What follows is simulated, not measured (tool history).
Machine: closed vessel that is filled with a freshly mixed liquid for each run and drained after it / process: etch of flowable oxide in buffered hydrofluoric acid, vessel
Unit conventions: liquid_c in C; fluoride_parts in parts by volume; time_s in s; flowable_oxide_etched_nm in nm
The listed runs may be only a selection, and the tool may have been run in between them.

run 1 hour=0.0 | liquid_c=22.0 fluoride_parts=9.0 time_s=95 | flowable_oxide_etched_nm=507.96
run 2 hour=3.3 | liquid_c=22.0 fluoride_parts=11.0 time_s=95 | flowable_oxide_etched_nm=436.86
run 3 hour=7.7 | liquid_c=21.0 fluoride_parts=11.5 time_s=95 | flowable_oxide_etched_nm=395.30
run 4 hour=8.2 | liquid_c=23.0 fluoride_parts=11.5 time_s=95 | flowable_oxide_etched_nm=444.11
run 5 hour=16.5 | liquid_c=25.0 fluoride_parts=11.5 time_s=95 | flowable_oxide_etched_nm=494.17
run 6 hour=20.9 | liquid_c=23.5 fluoride_parts=12.0 time_s=95 | flowable_oxide_etched_nm=435.98

What does the tool deliver on the next run?
run 7 hour=28.3 | liquid_c=22.5 fluoride_parts=12.0 time_s=95 | flowable_oxide_etched_nm=?

{"run 7": {"flowable_oxide_etched_nm": 419.77}}
